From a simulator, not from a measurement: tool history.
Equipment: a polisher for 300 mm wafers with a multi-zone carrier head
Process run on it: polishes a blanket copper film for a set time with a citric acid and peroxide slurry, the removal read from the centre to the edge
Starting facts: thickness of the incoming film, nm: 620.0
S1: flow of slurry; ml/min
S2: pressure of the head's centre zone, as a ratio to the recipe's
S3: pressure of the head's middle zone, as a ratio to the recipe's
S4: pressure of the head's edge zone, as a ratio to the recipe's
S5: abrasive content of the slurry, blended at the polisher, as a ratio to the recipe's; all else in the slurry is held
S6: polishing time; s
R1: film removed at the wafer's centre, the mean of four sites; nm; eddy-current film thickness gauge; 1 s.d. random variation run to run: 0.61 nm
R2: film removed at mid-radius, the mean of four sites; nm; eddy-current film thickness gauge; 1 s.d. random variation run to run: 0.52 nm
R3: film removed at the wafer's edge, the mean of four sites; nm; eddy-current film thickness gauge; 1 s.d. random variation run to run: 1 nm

run  hour   S1    S2    S3    S4    S5  S6      R1      R2      R3
  1   0.0  140  1.00  1.00  1.00  1.00  48  96.779  96.703  97.463
  2   6.7  140  0.92  1.00  1.00  1.00  48  91.152  96.795  98.018
  3  14.3  135  0.91  0.99  0.98  0.95  47  86.720  92.033  92.327
  4  21.3  135  0.91  0.99  0.98  1.10  47  89.550  95.398  94.335
  5  28.3  130  0.90  0.98  0.97  1.05  46  84.797  90.779  92.202
  6  31.8  130  0.89  0.97  0.95  0.95  45  81.065  83.784  90.126

Run 7 comes next. What will it give?
  7  34.9  130  0.89  0.99  0.94  0.90  44   ?   ?   ?

Logged for run 7: R1 76.762 nm, R2 84.255 nm, R3 84.493 nm.
